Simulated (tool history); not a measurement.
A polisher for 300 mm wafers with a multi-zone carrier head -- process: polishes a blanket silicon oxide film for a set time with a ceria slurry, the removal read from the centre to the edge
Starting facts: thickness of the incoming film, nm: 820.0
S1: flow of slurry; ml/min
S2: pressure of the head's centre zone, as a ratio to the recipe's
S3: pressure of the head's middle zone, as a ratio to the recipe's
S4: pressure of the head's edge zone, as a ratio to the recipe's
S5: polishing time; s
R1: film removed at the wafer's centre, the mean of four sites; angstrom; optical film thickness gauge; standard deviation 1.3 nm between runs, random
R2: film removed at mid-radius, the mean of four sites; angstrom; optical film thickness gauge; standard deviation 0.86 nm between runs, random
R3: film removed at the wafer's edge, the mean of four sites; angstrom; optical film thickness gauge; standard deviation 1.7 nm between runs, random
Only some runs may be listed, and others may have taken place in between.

| run | hour | S1 | S2 | S3 | S4 | S5 | R1 | R2 | R3 |
|---|---|---|---|---|---|---|---|---|---|
| 1 | 0 | 310 | 1 | 1 | 1 | 49 | 1882.7 | 1788.6 | 1810.4 |
| 2 | 1.2 | 310 | 0.98 | 1 | 0.97 | 45 | 1697.2 | 1645.6 | 1602.1 |
| 3 | 2.9 | 310 | 1.02 | 1 | 0.97 | 45 | 1806.9 | 1643.3 | 1652.9 |
| 4 | 5.3 | 305 | 0.98 | 0.98 | 0.94 | 43 | 1576.5 | 1527.3 | 1572.5 |
| 5 | 8.2 | 320 | 0.97 | 0.99 | 0.94 | 40 | 1454.4 | 1439.8 | 1459.2 |
| 6 | 13.3 | 320 | 0.97 | 0.9 | 0.94 | 40 | 1496.2 | 1348.7 | 1466.7 |
| 7 | 16.6 | 320 | 0.91 | 1 | 0.84 | 30 | 1049.2 | 1107.6 | 1064.2 |
| 8 | 21.3 | 325 | 0.92 | 1.01 | 0.86 | 30 | 1057.7 | 1131.6 | 1061.9 |
| 9 | 22.6 | 350 | 0.96 | 1.02 | 0.94 | 33 | 1239.2 | 1233.2 | 1187.1 |
| 10 | 23.8 | 350 | 0.95 | 1.02 | 0.94 | 33 | 1226.8 | 1249.8 | 1227.1 |
| 11 | 26.7 | 350 | 0.95 | 1.02 | 0.92 | 33 | 1217.8 | 1244.9 | 1186.7 |
| 12 | 33.2 | 350 | 0.95 | 1.02 | 0.92 | 33 | 1230 | 1247.4 | 1192.9 |
| 13 | 39.7 | 345 | 0.94 | 1.02 | 0.91 | 33 | 1190.5 | 1235.6 | 1226 |

The next listed run, before its measurement:
| 14 | 47.2 | 335 | 0.94 | 1.02 | 0.9 | 33 | ? | ? | ? |

For run 14 the tool returned R1 1200.3 angstrom, R2 1233 angstrom, R3 1183.1 angstrom.

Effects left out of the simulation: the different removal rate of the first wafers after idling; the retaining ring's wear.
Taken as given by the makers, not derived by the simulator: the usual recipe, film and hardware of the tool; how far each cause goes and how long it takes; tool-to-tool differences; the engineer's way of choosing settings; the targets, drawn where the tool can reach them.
